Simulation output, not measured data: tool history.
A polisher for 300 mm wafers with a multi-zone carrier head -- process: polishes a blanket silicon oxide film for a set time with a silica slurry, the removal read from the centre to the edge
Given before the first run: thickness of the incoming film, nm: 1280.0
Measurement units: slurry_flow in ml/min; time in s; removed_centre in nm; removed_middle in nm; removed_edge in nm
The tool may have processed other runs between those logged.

| run | hour | slurry_flow | centre_zone | middle_zone | edge_zone | slurry_solids | time | removed_centre | removed_middle | removed_edge |
|---|---|---|---|---|---|---|---|---|---|---|
| 1 | 0 | 190 | 1 | 1 | 1 | 1 | 32 | 102.55 | 98.673 | 100.07 |
| 2 | 4.9 | 190 | 1.03 | 1 | 0.95 | 0.85 | 31 | 94.646 | 89.819 | 85.749 |
| 3 | 9.8 | 190 | 0.99 | 1 | 0.95 | 0.85 | 31 | 89.826 | 90.167 | 85.358 |
| 4 | 10.7 | 190 | 0.99 | 1 | 0.9 | 0.85 | 31 | 90.711 | 90.667 | 85.259 |
| 5 | 12.8 | 190 | 0.99 | 1 | 0.82 | 0.85 | 31 | 92.401 | 90.106 | 79.629 |
| 6 | 18.4 | 185 | 1.01 | 0.97 | 0.82 | 0.75 | 31 | 86.056 | 80.949 | 74.954 |
| 7 | 22.5 | 175 | 1.11 | 0.98 | 0.81 | 0.5 | 30 | 70.162 | 60.413 | 55.051 |
| 8 | 28.8 | 200 | 1.11 | 0.98 | 0.83 | 0.5 | 30 | 70.654 | 61.098 | 57.311 |
| 9 | 30.2 | 205 | 1.12 | 0.99 | 0.84 | 0.55 | 30 | 77.725 | 66.563 | 60.899 |

Run 10 comes next. What will it give?
| 10 | 33.5 | 205 | 1.12 | 0.99 | 0.84 | 0.55 | 30 | ? | ? | ? |

removed_centre: 76.899 nm
removed_middle: 66.092 nm
removed_edge: 61.479 nm
